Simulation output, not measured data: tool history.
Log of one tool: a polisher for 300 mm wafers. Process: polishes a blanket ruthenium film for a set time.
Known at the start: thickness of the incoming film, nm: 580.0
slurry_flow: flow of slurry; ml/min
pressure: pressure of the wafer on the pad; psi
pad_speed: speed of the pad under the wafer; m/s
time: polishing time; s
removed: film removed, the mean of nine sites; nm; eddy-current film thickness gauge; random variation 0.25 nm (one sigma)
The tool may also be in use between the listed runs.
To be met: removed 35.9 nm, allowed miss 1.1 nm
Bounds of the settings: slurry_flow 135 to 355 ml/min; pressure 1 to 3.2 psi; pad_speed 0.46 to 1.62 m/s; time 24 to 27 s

run	hour	slurry_flow	pressure	pad_speed	time	removed
1	0	225	2.1	1.04	27	30.194
2	7.4	225	2.1	1.04	27	30.007
3	11.9	170	2.1	1.04	27	28.666
4	16.5	185	2.2	1.04	27	30.483
5	21.7	185	2.2	0.82	27	23.901
6	25.9	185	2.2	0.82	27	24.36
7	31.9	200	2.3	0.82	27	25.527
8	34.8	210	2.4	0.82	27	26.764
9	36	215	3	0.84	27	34.294
10	39.9	220	3	0.84	27	34.556
11	47.4	225	3	0.84	27	34.193

Which of these 5 next moves meets every target?
A	54.9	235	2.9	0.84	26	?
B	54.9	175	3	0.88	26	?
C	54.9	205	3.1	0.9	24	?
D	54.9	150	3	0.88	27	?
E	54.9	300	2.7	0.96	27	?

move	removed
A	31.59
B	32.713
C	32.67
D	32.992
E	35.725
A: further off than the last run
B: further off than the last run
C: further off than the last run
D: further off than the last run
E: meets every target
Answer: E
